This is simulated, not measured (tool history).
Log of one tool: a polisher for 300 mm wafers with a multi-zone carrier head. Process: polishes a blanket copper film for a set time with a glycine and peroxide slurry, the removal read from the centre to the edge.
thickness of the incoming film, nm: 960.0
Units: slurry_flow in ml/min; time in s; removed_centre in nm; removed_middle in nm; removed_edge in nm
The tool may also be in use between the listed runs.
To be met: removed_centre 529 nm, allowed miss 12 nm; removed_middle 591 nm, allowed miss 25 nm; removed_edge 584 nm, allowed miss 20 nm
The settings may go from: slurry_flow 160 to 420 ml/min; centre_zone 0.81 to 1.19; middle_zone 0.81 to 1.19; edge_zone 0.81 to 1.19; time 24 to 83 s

run 1 hour=0 | slurry_flow=270 centre_zone=1 middle_zone=1 edge_zone=1 time=53 | removed_centre=332.83 removed_middle=368.5 removed_edge=378.52
run 2 hour=2.7 | slurry_flow=270 centre_zone=0.96 middle_zone=1 edge_zone=1 time=53 | removed_centre=317.19 removed_middle=378.83 removed_edge=374.56
run 3 hour=4.5 | slurry_flow=210 centre_zone=0.96 middle_zone=1 edge_zone=1 time=53 | removed_centre=307.01 removed_middle=369.4 removed_edge=370.45
run 4 hour=12.3 | slurry_flow=210 centre_zone=1.04 middle_zone=1 edge_zone=1 time=53 | removed_centre=337.31 removed_middle=359.08 removed_edge=366.41
run 5 hour=20.7 | slurry_flow=220 centre_zone=1.05 middle_zone=1.02 edge_zone=1.02 time=55 | removed_centre=352.14 removed_middle=386.46 removed_edge=397.52
run 6 hour=22.7 | slurry_flow=230 centre_zone=1.07 middle_zone=1.04 edge_zone=1.03 time=57 | removed_centre=377.29 removed_middle=411.61 removed_edge=402.83
run 7 hour=25.1 | slurry_flow=230 centre_zone=1.07 middle_zone=1.04 edge_zone=1.05 time=59 | removed_centre=388.67 removed_middle=420.7 removed_edge=423.81
run 8 hour=30.7 | slurry_flow=235 centre_zone=1.07 middle_zone=1.05 edge_zone=1.06 time=61 | removed_centre=403.24 removed_middle=433.16 removed_edge=436.49
run 9 hour=38.1 | slurry_flow=220 centre_zone=1.06 middle_zone=1.14 edge_zone=1.14 time=76 | removed_centre=490.81 removed_middle=596.24 removed_edge=559.59
run 10 hour=40.1 | slurry_flow=225 centre_zone=1.06 middle_zone=1.14 edge_zone=1.14 time=76 | removed_centre=495.46 removed_middle=594.35 removed_edge=553.52
run 11 hour=43.9 | slurry_flow=230 centre_zone=1.06 middle_zone=1.13 edge_zone=1.14 time=76 | removed_centre=490.8 removed_middle=575.68 removed_edge=566.06
-- hour=49 centre zone pressure recalibrated
run 12 hour=49 | slurry_flow=235 centre_zone=1.07 middle_zone=1.13 edge_zone=1.14 time=76 | removed_centre=557.19 removed_middle=590.25 removed_edge=577.73
run 13 hour=50.7 | slurry_flow=230 centre_zone=1.07 middle_zone=1.13 edge_zone=1.14 time=76 | removed_centre=556.44 removed_middle=580.44 removed_edge=564.97

Which of these 5 next moves meets every target?
run A hour=52.4 | slurry_flow=210 centre_zone=1.07 middle_zone=1.07 edge_zone=1.12 time=80 | removed_centre=? removed_middle=? removed_edge=?
run B hour=52.4 | slurry_flow=170 centre_zone=1.06 middle_zone=1.02 edge_zone=1.19 time=83 | removed_centre=? removed_middle=? removed_edge=?
run C hour=52.4 | slurry_flow=300 centre_zone=0.99 middle_zone=1.1 edge_zone=1.17 time=72 | removed_centre=? removed_middle=? removed_edge=?
run D hour=52.4 | slurry_flow=255 centre_zone=1 middle_zone=1.11 edge_zone=1.15 time=77 | removed_centre=? removed_middle=? removed_edge=?
run E hour=52.4 | slurry_flow=195 centre_zone=1.06 middle_zone=1.17 edge_zone=1.11 time=78 | removed_centre=? removed_middle=? removed_edge=?

move=A removed_centre=583.96 removed_middle=582.64 removed_edge=597.74
move=B removed_centre=581.4 removed_middle=564.25 removed_edge=626.75
move=C removed_centre=506.98 removed_middle=557.9 removed_edge=565.68
move=D removed_centre=538.18 removed_middle=591.77 removed_edge=592.42
move=E removed_centre=558.55 removed_middle=607.68 removed_edge=575.42
A: further off than the last run
B: further off than the last run
C: takes the result that was furthest off past its target
D: meets every target
E: further off than the last run
Answer: D
